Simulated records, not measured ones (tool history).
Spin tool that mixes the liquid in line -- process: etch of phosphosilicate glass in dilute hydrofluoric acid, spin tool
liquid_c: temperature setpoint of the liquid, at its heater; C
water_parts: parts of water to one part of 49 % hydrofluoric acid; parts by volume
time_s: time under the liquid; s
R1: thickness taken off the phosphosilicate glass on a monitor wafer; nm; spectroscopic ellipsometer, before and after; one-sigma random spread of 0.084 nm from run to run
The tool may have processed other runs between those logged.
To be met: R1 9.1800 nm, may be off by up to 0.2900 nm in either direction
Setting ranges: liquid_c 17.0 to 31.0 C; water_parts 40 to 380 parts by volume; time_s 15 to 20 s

run 1 hour=0.0 | liquid_c=23.0 water_parts=210 time_s=20 | R1=6.7790
run 2 hour=8.8 | liquid_c=23.0 water_parts=210 time_s=20 | R1=6.7857
run 3 hour=15.1 | liquid_c=25.5 water_parts=210 time_s=20 | R1=7.5033
run 4 hour=21.5 | liquid_c=27.0 water_parts=210 time_s=20 | R1=7.8963
run 5 hour=30.3 | liquid_c=27.0 water_parts=250 time_s=20 | R1=6.3234
run 6 hour=33.0 | liquid_c=27.0 water_parts=250 time_s=20 | R1=6.3516
run 7 hour=35.2 | liquid_c=28.0 water_parts=235 time_s=20 | R1=7.1229
run 8 hour=43.0 | liquid_c=29.0 water_parts=225 time_s=20 | R1=7.8950

Which single option among these 5 for the next run brings every result within its allowed miss of target? Just one does.
run A hour=50.8 | liquid_c=30.5 water_parts=210 time_s=15 | R1=?
run B hour=50.8 | liquid_c=26.0 water_parts=180 time_s=20 | R1=?
run C hour=50.8 | liquid_c=29.5 water_parts=175 time_s=20 | R1=?
run D hour=50.8 | liquid_c=29.0 water_parts=185 time_s=15 | R1=?
run E hour=50.8 | liquid_c=30.0 water_parts=260 time_s=20 | R1=?

move=A R1=6.7943
move=B R1=9.3107
move=C R1=10.9470
move=D R1=7.5368
move=E R1=6.7900
A: its largest miss is bigger than the last run's
B: in spec on every target
C: the result that was furthest off in the last run now lies on the other side of its target
D: its largest miss is bigger than the last run's
E: its largest miss is bigger than the last run's
B meets every target.
